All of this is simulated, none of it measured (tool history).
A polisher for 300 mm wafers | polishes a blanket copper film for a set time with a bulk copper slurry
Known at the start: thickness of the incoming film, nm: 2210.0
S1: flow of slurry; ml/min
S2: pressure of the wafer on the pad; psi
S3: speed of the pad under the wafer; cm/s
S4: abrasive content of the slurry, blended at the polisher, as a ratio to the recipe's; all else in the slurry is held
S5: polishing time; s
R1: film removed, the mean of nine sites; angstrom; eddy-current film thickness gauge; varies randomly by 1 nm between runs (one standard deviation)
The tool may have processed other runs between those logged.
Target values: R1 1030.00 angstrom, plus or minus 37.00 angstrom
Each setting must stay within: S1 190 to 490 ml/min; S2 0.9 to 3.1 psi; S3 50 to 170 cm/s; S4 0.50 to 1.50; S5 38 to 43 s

Run 1, hour 0.0: S1 315 ml/min, S2 2.0 psi, S3 110 cm/s, S4 1.00, S5 43 s. Result: R1 2521.80 angstrom.
Run 2, hour 0.7: S1 315 ml/min, S2 1.9 psi, S3 106 cm/s, S4 1.00, S5 43 s. Result: R1 2261.60 angstrom.
Run 3, hour 4.1: S1 315 ml/min, S2 1.9 psi, S3 106 cm/s, S4 1.15, S5 43 s. Result: R1 2343.60 angstrom.
Run 4, hour 8.8: S1 315 ml/min, S2 1.8 psi, S3 102 cm/s, S4 1.15, S5 43 s. Result: R1 2141.10 angstrom.
Run 5, hour 15.1: S1 315 ml/min, S2 1.8 psi, S3 102 cm/s, S4 1.15, S5 38 s. Result: R1 1872.40 angstrom.
Run 6, hour 23.6: S1 315 ml/min, S2 1.8 psi, S3 84 cm/s, S4 1.15, S5 38 s. Result: R1 1577.10 angstrom.
Run 7, hour 31.3: S1 315 ml/min, S2 1.7 psi, S3 84 cm/s, S4 1.15, S5 38 s. Result: R1 1498.90 angstrom.
Run 8, hour 37.8: S1 315 ml/min, S2 1.1 psi, S3 82 cm/s, S4 1.15, S5 38 s. Result: R1 949.66 angstrom.

Consider the 5 candidate settings below. Which is the only one whose results all fall within their allowed miss of target?
Run A, hour 44.3: S1 355 ml/min, S2 1.0 psi, S3 82 cm/s, S4 1.10, S5 40 s. Result: R1 ?.
Run B, hour 44.3: S1 290 ml/min, S2 1.0 psi, S3 88 cm/s, S4 1.20, S5 39 s. Result: R1 ?.
Run C, hour 44.3: S1 315 ml/min, S2 1.1 psi, S3 84 cm/s, S4 1.05, S5 41 s. Result: R1 ?.
Run D, hour 44.3: S1 380 ml/min, S2 1.1 psi, S3 70 cm/s, S4 1.25, S5 42 s. Result: R1 ?.
Run E, hour 44.3: S1 305 ml/min, S2 1.0 psi, S3 86 cm/s, S4 0.95, S5 41 s. Result: R1 ?.

move       R1
   A   917.04
   B   959.46
   C  1033.80
   D   933.82
   E   945.00
A: moves away from the targets compared with the last run
B: better than the last run, though not everything is in spec
C: all results land within tolerance of their targets
D: moves away from the targets compared with the last run
E: moves away from the targets compared with the last run
Correct choice: C, which meets every target
